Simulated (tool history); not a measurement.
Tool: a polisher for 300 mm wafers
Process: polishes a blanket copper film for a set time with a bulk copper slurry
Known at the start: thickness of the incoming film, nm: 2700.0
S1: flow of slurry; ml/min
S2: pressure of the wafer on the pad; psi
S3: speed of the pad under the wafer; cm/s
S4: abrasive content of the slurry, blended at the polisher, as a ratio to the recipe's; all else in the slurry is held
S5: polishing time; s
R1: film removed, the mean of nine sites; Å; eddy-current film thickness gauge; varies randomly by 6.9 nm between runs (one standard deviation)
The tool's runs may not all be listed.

run,hour,S1,S2,S3,S4,S5,R1
1,0.0,270,2.6,92,1.00,104,7092.2
2,3.5,270,2.6,92,1.15,104,7264.2
3,11.9,270,2.5,92,1.15,104,7031.5
4,15.9,270,2.5,114,1.15,104,8722.4
5,20.0,270,3.1,114,1.15,104,10782.0
6,27.2,270,2.9,114,1.15,104,10139.0
7,34.6,270,2.2,110,1.15,104,7273.8

Predict the results of run 8:
8,43.1,270,2.1,110,1.15,104,?

R1: 7210.2 Å

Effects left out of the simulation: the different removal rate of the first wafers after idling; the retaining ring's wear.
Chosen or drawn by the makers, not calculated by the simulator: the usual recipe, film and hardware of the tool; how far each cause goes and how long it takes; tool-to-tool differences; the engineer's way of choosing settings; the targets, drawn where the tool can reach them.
